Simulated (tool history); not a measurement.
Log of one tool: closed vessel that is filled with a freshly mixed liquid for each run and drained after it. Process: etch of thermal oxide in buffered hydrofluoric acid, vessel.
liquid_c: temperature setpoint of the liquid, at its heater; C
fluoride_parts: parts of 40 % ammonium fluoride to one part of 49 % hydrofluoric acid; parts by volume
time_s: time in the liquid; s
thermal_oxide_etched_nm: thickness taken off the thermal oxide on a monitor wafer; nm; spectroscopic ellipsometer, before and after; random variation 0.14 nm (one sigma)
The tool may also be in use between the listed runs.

run 1 day=0 | liquid_c=23 fluoride_parts=16.5 time_s=30 | thermal_oxide_etched_nm=18.18
run 2 day=0.262 | liquid_c=23 fluoride_parts=21 time_s=30 | thermal_oxide_etched_nm=14.54
run 3 day=0.504 | liquid_c=21 fluoride_parts=21 time_s=30 | thermal_oxide_etched_nm=13.179
run 4 day=0.754 | liquid_c=22.5 fluoride_parts=21 time_s=30 | thermal_oxide_etched_nm=14.2
run 5 day=0.954 | liquid_c=24 fluoride_parts=21 time_s=30 | thermal_oxide_etched_nm=15.501
run 6 day=1.338 | liquid_c=22.5 fluoride_parts=21 time_s=30 | thermal_oxide_etched_nm=14.195
run 7 day=1.488 | liquid_c=24 fluoride_parts=21 time_s=30 | thermal_oxide_etched_nm=15.425
run 8 day=1.575 | liquid_c=25 fluoride_parts=21 time_s=30 | thermal_oxide_etched_nm=16.323

Forecast run 9:
run 9 day=1.733 | liquid_c=26 fluoride_parts=21 time_s=30 | thermal_oxide_etched_nm=?

{"run 9": {"thermal_oxide_etched_nm": 17.324}}
